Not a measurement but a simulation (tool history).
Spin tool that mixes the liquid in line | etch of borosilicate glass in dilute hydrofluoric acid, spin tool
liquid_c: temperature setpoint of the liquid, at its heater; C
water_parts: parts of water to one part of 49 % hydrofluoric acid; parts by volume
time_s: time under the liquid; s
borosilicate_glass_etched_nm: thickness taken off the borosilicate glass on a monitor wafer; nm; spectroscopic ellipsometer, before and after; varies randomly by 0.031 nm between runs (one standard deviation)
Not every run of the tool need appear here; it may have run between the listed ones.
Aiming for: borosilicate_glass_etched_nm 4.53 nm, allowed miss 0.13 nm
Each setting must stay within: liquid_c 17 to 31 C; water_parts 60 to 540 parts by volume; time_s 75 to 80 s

run  hour  liquid_c  water_parts  time_s  borosilicate_glass_etched_nm
  1     0        23          300      75                        9.8078
  2   7.7        23          300      75                        9.9204
  3  12.8        23          300      75                        9.9843
  4  17.3      19.5          300      75                         8.783
  5  23.5        19          320      75                         7.964
  6  25.5        17          320      75                        7.3308
  7  33.7        17          335      75                        6.9454
  8  41.5        17          350      75                         6.632

Pick the move, out of 5, that brings all results within their allowed miss; only one does.
  A  49.3        17          435      75                             ?
  B  49.3      18.5          455      75                             ?
  C  49.3      17.5          295      80                             ?
  D  49.3        17          460      75                             ?
  E  49.3      17.5          230      80                             ?

move  borosilicate_glass_etched_nm
   A                        4.9349
   B                         4.897
   C                        8.8429
   D                        4.5798
   E                        12.004
A: moves toward the targets from the last run without getting all of them in spec
B: moves toward the targets from the last run without getting all of them in spec
C: further off than the last run
D: hits every target within its allowed miss
E: further off than the last run
D meets every target.
